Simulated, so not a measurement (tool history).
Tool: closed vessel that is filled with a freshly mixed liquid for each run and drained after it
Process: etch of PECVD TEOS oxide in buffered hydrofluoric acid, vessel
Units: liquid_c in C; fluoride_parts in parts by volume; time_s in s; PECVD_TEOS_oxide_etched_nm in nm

| run | day | liquid_c | fluoride_parts | time_s | PECVD_TEOS_oxide_etched_nm |
|---|---|---|---|---|---|
| 1 | 0 | 22 | 9 | 105 | 198.97 |
| 2 | 0.083 | 20 | 9 | 105 | 178.96 |
| 3 | 0.242 | 19.5 | 9 | 105 | 173.72 |
| 4 | 0.35 | 17 | 9 | 105 | 148.36 |
| 5 | 0.45 | 20 | 9 | 105 | 178.17 |
| 6 | 0.746 | 20 | 11 | 105 | 151.98 |

The next listed run, before its measurement:
| 7 | 0.983 | 20.5 | 11 | 105 | ? |

PECVD_TEOS_oxide_etched_nm: 156.56 nm
